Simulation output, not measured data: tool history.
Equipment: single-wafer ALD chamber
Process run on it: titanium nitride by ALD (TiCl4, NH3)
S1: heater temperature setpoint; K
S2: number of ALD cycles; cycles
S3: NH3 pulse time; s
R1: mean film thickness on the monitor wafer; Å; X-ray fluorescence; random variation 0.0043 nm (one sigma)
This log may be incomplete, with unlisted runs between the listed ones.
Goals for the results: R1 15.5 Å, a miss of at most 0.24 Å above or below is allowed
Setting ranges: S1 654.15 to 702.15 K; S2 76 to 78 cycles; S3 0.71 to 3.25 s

run 1 hour=0 | S1=678.15 S2=76 S3=1.98 | R1=16.76
run 2 hour=7.2 | S1=672.15 S2=76 S3=1.65 | R1=16.434
run 3 hour=11.4 | S1=680.15 S2=76 S3=1.65 | R1=16.568
run 4 hour=16.4 | S1=680.15 S2=76 S3=1.65 | R1=16.585
run 5 hour=19 | S1=680.15 S2=78 S3=1.65 | R1=17.025
run 6 hour=26 | S1=680.15 S2=78 S3=1.65 | R1=17.067
run 7 hour=32.2 | S1=673.15 S2=77 S3=1.4 | R1=16.475
run 8 hour=35.4 | S1=670.15 S2=77 S3=1.22 | R1=16.13
run 9 hour=39.4 | S1=669.15 S2=77 S3=1.14 | R1=15.968
run 10 hour=41.9 | S1=666.15 S2=76 S3=0.8 | R1=13.616

Next run, 5 choices. One meets every target within its allowed miss, the rest don't. Which?
run A hour=44.4 | S1=657.15 S2=76 S3=1.22 | R1=?
run B hour=44.4 | S1=671.15 S2=76 S3=0.86 | R1=?
run C hour=44.4 | S1=666.15 S2=76 S3=0.91 | R1=?
run D hour=44.4 | S1=671.15 S2=76 S3=0.92 | R1=?
run E hour=44.4 | S1=669.15 S2=78 S3=1.05 | R1=?

move=A R1=15.592
move=B R1=14.501
move=C R1=14.689
move=D R1=14.936
move=E R1=15.859
A: each result inside its tolerance
B: nearer the targets than the last run, but a result is still out of spec
C: nearer the targets than the last run, but a result is still out of spec
D: nearer the targets than the last run, but a result is still out of spec
E: moves the result that the last run missed by most past its target, out the other side
A meets every target.
